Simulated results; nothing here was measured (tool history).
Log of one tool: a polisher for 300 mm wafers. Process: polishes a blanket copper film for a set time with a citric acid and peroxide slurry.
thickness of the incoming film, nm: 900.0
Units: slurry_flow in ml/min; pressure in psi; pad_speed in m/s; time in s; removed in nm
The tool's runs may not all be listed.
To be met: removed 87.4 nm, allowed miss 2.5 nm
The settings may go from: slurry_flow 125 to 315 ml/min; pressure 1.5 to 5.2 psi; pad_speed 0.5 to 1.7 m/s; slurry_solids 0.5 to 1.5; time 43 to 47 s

run,hour,slurry_flow,pressure,pad_speed,slurry_solids,time,removed
1,0,205,3.3,1.1,1,47,104.98
2,1.5,200,3.1,1.1,1,47,99.111
3,3.1,195,3,1.1,1,47,95.513
4,5.9,165,3,1.1,1,47,92.393
5,7.3,160,3,1.1,1,47,92.361
# hour 9.6: slurry nozzle cleaned
6,9.6,155,3,1.1,1,47,101.56
7,14.8,180,3,1.1,1,47,101.94
8,17.4,180,2.4,1.1,1,47,83.473

5 next moves are on the table. One of them brings every result within its allowed miss. Which?
A,20,245,2.5,1.2,0.55,47,?
B,20,130,2.3,1.24,0.95,47,?
C,20,190,2.7,1.2,1.35,43,?
D,20,175,2.4,1.38,0.8,47,?
E,20,205,2.6,1.2,1.5,43,?

move,removed
A,87.586
B,82.038
C,95.512
D,94.524
E,94.669
A: meets every target
B: further off than the last run
C: takes the result that was furthest off past its target
D: takes the result that was furthest off past its target
E: takes the result that was furthest off past its target
Answer: A
